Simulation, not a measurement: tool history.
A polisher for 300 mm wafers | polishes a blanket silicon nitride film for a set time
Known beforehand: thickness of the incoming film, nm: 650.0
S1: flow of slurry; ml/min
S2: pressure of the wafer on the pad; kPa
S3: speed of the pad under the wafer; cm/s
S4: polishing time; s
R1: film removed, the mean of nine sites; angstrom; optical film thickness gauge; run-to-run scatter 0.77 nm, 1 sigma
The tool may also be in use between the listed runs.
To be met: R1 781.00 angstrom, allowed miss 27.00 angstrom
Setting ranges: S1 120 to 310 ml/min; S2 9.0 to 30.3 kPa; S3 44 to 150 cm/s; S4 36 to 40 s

| run | day | S1 | S2 | S3 | S4 | R1 |
|---|---|---|---|---|---|---|
| 1 | 0.000 | 200 | 19.3 | 96 | 40 | 532.27 |
| 2 | 0.183 | 200 | 23.4 | 96 | 40 | 640.80 |
| 3 | 0.458 | 200 | 21.4 | 96 | 40 | 590.12 |
| 4 | 0.575 | 200 | 21.4 | 76 | 40 | 483.35 |
| 5 | 0.625 | 200 | 21.4 | 94 | 40 | 584.82 |
| 6 | 0.992 | 200 | 17.2 | 94 | 40 | 475.71 |
| 7 | 1.267 | 200 | 19.3 | 94 | 40 | 527.92 |
| 8 | 1.462 | 200 | 19.3 | 94 | 40 | 519.90 |
| 9 | 1.792 | 200 | 20.7 | 94 | 40 | 563.30 |
| 10 | 2.112 | 200 | 22.1 | 94 | 40 | 595.47 |
| 11 | 2.312 | 200 | 23.4 | 94 | 40 | 634.00 |
| 12 | 2.625 | 200 | 24.1 | 94 | 40 | 660.49 |
| 13 | 2.662 | 210 | 27.6 | 94 | 40 | 757.18 |

Which of these 5 next moves meets every target?
| A | 2.700 | 220 | 30.3 | 82 | 40 | ? |
| B | 2.700 | 270 | 29.6 | 96 | 37 | ? |
| C | 2.700 | 235 | 18.6 | 150 | 38 | ? |
| D | 2.700 | 250 | 21.4 | 132 | 37 | ? |
| E | 2.700 | 235 | 26.2 | 106 | 37 | ? |

| move | R1 |
|---|---|
| A | 746.75 |
| B | 783.30 |
| C | 722.49 |
| D | 730.19 |
| E | 741.08 |
A: moves away from the targets compared with the last run
B: meets every target
C: moves away from the targets compared with the last run
D: moves away from the targets compared with the last run
E: moves away from the targets compared with the last run
B meets every target.
